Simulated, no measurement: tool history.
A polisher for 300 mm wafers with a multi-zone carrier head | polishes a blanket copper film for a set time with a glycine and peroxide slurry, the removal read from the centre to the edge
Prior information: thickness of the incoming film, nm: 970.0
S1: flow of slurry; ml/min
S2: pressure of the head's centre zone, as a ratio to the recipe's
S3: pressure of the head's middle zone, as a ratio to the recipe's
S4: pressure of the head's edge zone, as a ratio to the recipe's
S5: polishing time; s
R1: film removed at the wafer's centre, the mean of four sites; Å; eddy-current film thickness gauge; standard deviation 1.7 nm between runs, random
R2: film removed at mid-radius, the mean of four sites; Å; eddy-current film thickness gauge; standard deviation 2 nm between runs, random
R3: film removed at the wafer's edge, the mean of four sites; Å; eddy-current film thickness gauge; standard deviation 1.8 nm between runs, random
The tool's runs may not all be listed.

run 1 hour=0 | S1=155 S2=1 S3=1 S4=1 S5=52 | R1=3500.6 R2=3384.2 R3=3477
run 2 hour=4.7 | S1=155 S2=1 S3=0.96 S4=1 S5=52 | R1=3517.5 R2=3275.7 R3=3467.3
run 3 hour=12.7 | S1=155 S2=1 S3=0.93 S4=1 S5=52 | R1=3504.8 R2=3246.8 R3=3489.4
run 4 hour=14.7 | S1=150 S2=0.97 S3=0.93 S4=0.98 S5=50 | R1=3314.6 R2=3068.5 R3=3309.9
run 5 hour=18 | S1=150 S2=0.97 S3=0.89 S4=0.98 S5=50 | R1=3249.5 R2=2948.8 R3=3297.1
run 6 hour=23.4 | S1=150 S2=0.94 S3=0.89 S4=0.98 S5=50 | R1=3207.9 R2=3002.2 R3=3320.6
run 7 hour=26.9 | S1=145 S2=0.92 S3=0.91 S4=0.97 S5=48 | R1=2944.9 R2=2862.4 R3=3133.9

Estimate the outcome of run 8 from the log above:
run 8 hour=32.7 | S1=100 S2=0.82 S3=0.97 S4=0.87 S5=42 | R1=? R2=? R3=?

{"run 8": {"R1": 2209.8, "R2": 2560.4, "R3": 2574}}

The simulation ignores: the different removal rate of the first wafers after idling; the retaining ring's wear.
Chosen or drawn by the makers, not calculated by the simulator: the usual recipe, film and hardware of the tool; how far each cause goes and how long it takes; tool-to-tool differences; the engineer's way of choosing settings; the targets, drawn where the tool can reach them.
